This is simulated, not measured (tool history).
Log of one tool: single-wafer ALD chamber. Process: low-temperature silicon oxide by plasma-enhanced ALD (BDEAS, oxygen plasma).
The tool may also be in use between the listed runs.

run	hour	heater temperature setpoint (K)	number of ALD cycles (cycles)	mean film thickness on the monitor wafer (nm)
1	0	373.15	32	4.2586
2	4.1	373.15	27	3.5669
3	11.5	379.15	27	3.5779
4	18.4	379.15	23	3.0405
5	20.8	385.15	23	3.0128
6	25.4	385.15	22	2.8517
7	30.7	382.15	24	3.1544
8	32.8	381.15	26	3.4064

Run 9 comes next. What will it give?
9	40.7	381.15	28	?

mean film thickness on the monitor wafer (nm): 3.679
